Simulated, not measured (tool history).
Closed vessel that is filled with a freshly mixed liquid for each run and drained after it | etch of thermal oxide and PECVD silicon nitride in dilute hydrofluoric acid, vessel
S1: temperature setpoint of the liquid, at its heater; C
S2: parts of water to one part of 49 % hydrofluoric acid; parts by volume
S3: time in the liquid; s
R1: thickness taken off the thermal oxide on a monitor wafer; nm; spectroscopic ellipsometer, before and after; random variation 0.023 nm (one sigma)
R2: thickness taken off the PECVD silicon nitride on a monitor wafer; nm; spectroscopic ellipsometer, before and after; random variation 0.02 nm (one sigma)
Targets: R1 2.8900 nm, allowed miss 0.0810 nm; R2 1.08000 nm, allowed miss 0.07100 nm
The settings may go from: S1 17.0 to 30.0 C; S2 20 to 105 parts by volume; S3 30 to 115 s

| run | hour | S1 | S2 | S3 | R1 | R2 |
|---|---|---|---|---|---|---|
| 1 | 0.0 | 22.0 | 55 | 60 | 4.5877 | 1.63720 |
| 2 | 1.4 | 22.0 | 35 | 60 | 7.4905 | 2.43730 |
| 3 | 7.1 | 21.0 | 35 | 60 | 7.1378 | 2.31150 |
| 4 | 12.9 | 21.0 | 35 | 40 | 4.6813 | 1.55930 |
| 5 | 15.6 | 21.0 | 45 | 40 | 3.6660 | 1.23690 |
| 6 | 19.1 | 19.5 | 45 | 40 | 3.4574 | 1.06580 |
| 7 | 23.0 | 20.5 | 50 | 40 | 3.1975 | 1.04240 |
| 8 | 24.2 | 21.5 | 55 | 40 | 3.0233 | 1.04940 |
| 9 | 32.9 | 23.0 | 65 | 40 | 2.7018 | 0.98137 |
| 10 | 36.7 | 23.5 | 65 | 40 | 2.7436 | 1.01660 |
| 11 | 42.1 | 24.0 | 65 | 40 | 2.7716 | 1.04350 |

Which of these 5 next moves meets every target?
| A | 47.5 | 25.5 | 90 | 60 | ? | ? |
| B | 47.5 | 25.0 | 50 | 30 | ? | ? |
| C | 47.5 | 22.5 | 70 | 50 | ? | ? |
| D | 47.5 | 28.5 | 65 | 35 | ? | ? |
| E | 47.5 | 22.0 | 55 | 40 | ? | ? |

| move | R1 | R2 |
|---|---|---|
| A | 3.1279 | 1.22780 |
| B | 2.9096 | 1.06010 |
| C | 3.0467 | 1.07350 |
| D | 2.9411 | 1.20210 |
| E | 3.0961 | 1.05110 |
A: takes the result that was furthest off past its target
B: meets every target
C: takes the result that was furthest off past its target
D: brings the result that was furthest off to its target, and leaves another outside
E: takes the result that was furthest off past its target
Answer: B

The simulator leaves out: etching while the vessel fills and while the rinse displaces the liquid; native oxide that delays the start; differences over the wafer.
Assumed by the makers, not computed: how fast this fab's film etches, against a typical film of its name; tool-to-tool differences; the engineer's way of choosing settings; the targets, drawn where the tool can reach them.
